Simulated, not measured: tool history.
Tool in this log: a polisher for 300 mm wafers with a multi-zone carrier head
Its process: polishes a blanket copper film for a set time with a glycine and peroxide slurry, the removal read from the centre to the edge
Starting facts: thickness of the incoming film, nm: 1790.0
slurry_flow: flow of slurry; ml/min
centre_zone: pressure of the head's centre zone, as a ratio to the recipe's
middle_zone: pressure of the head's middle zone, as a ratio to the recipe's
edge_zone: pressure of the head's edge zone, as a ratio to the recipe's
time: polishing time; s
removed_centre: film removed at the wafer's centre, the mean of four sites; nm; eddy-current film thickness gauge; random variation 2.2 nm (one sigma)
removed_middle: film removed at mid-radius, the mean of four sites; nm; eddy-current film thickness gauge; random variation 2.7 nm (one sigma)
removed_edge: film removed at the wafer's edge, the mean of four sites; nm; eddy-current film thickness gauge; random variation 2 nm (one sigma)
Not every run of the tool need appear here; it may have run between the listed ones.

Run 1, day 0: slurry_flow 180 ml/min, centre_zone 1, middle_zone 1, edge_zone 1, time 88 s. Result: removed_centre 330.29 nm, removed_middle 338.22 nm, removed_edge 338.12 nm.
Run 2, day 0.1: slurry_flow 180 ml/min, centre_zone 1, middle_zone 1, edge_zone 1, time 79 s. Result: removed_centre 290.01 nm, removed_middle 300.99 nm, removed_edge 294.86 nm.
Run 3, day 0.388: slurry_flow 180 ml/min, centre_zone 1, middle_zone 1, edge_zone 1, time 97 s. Result: removed_centre 362.14 nm, removed_middle 370.68 nm, removed_edge 370.44 nm.
Run 4, day 0.683: slurry_flow 175 ml/min, centre_zone 0.97, middle_zone 1, edge_zone 0.98, time 84 s. Result: removed_centre 303.32 nm, removed_middle 320.05 nm, removed_edge 318.12 nm.
Run 5, day 0.75: slurry_flow 165 ml/min, centre_zone 0.96, middle_zone 1.01, edge_zone 0.97, time 73 s. Result: removed_centre 257.25 nm, removed_middle 276.02 nm, removed_edge 266.27 nm.
Run 6, day 0.962: slurry_flow 120 ml/min, centre_zone 0.96, middle_zone 1.01, edge_zone 0.97, time 73 s. Result: removed_centre 236.85 nm, removed_middle 256.78 nm, removed_edge 251.82 nm.

Forecast run 7:
Run 7, day 1.108: slurry_flow 120 ml/min, centre_zone 0.94, middle_zone 1.02, edge_zone 0.96, time 67 s. Result: removed_centre ?, removed_middle ?, removed_edge ?.

removed_centre: 212.17 nm
removed_middle: 236.25 nm
removed_edge: 235.62 nm

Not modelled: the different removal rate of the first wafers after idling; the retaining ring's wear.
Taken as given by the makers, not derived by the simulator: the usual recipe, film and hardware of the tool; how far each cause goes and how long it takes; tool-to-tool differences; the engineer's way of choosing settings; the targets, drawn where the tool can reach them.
